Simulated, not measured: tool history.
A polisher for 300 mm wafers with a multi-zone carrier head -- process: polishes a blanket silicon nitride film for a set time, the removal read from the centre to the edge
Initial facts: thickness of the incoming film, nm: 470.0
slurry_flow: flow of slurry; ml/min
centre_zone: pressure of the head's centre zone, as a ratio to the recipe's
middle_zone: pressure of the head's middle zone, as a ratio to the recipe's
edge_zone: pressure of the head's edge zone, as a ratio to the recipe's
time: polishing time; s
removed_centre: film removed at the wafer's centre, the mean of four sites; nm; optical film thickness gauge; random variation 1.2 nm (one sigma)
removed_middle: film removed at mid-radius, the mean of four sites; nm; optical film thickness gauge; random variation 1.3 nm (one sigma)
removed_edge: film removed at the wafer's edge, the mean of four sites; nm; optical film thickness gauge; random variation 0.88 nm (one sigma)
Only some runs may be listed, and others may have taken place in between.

run 1 hour=0 | slurry_flow=215 centre_zone=1 middle_zone=1 edge_zone=1 time=84 | removed_centre=83.689 removed_middle=85.237 removed_edge=84.842
run 2 hour=5.4 | slurry_flow=215 centre_zone=1 middle_zone=0.96 edge_zone=1 time=84 | removed_centre=84.773 removed_middle=81.728 removed_edge=84.833
run 3 hour=8.6 | slurry_flow=220 centre_zone=1 middle_zone=0.97 edge_zone=1.04 time=86 | removed_centre=86.86 removed_middle=84.81 removed_edge=89.988
run 4 hour=15.2 | slurry_flow=220 centre_zone=1.04 middle_zone=0.97 edge_zone=1.04 time=86 | removed_centre=90.005 removed_middle=88.238 removed_edge=87.702
run 5 hour=23.1 | slurry_flow=230 centre_zone=1.03 middle_zone=0.97 edge_zone=1.07 time=87 | removed_centre=90.419 removed_middle=86.206 removed_edge=92.014
run 6 hour=30 | slurry_flow=230 centre_zone=1.03 middle_zone=0.97 edge_zone=1.02 time=87 | removed_centre=89.627 removed_middle=88.773 removed_edge=89.135

For run 7, what comes out?
run 7 hour=37.9 | slurry_flow=230 centre_zone=1.03 middle_zone=0.97 edge_zone=1.02 time=87 | removed_centre=? removed_middle=? removed_edge=?

Run 7 produced removed_centre 90.981 nm, removed_middle 89.249 nm, removed_edge 89.229 nm.

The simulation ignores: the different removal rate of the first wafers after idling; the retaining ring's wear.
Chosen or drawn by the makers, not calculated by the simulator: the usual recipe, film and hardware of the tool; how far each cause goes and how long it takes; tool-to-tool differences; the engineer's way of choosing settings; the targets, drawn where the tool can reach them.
